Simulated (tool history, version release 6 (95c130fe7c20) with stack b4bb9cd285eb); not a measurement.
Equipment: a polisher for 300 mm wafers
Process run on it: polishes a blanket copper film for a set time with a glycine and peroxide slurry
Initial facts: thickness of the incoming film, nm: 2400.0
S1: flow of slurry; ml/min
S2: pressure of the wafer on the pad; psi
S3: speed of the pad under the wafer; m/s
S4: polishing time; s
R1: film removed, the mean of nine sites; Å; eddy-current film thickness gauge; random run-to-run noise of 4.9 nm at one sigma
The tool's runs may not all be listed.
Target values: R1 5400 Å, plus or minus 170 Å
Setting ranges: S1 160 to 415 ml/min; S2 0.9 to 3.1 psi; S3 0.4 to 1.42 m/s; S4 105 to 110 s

run,day,S1,S2,S3,S4,R1
1,0,265,2,0.9,105,4181.5
2,0.167,265,2,0.72,105,3535.7
3,0.362,265,2.4,0.72,105,3976.6
4,0.496,200,2.4,0.72,105,3815.2
5,0.633,225,2.6,0.74,105,4185.6
6,0.762,245,2.8,0.76,105,4575.5
7,0.871,260,2.9,0.78,105,4762.4
8,1.212,265,3,0.8,105,5006.7
9,1.446,270,3,0.82,105,5103.6
10,1.483,275,3,0.82,105,5096.9

Next run, 4 choices. One meets every target within its allowed miss, the rest don't. Which?
A,1.521,290,2.8,0.88,109,?
B,1.521,290,3.1,0.78,107,?
C,1.521,250,2.9,0.76,107,?
D,1.521,295,3.1,0.78,105,?

move,R1
A,5308.7
B,5106.3
C,4703
D,5019.5
A: meets every target
B: about the same distance from the targets as the last run
C: the biggest miss grows against the last run
D: the biggest miss grows against the last run
The right move is A.

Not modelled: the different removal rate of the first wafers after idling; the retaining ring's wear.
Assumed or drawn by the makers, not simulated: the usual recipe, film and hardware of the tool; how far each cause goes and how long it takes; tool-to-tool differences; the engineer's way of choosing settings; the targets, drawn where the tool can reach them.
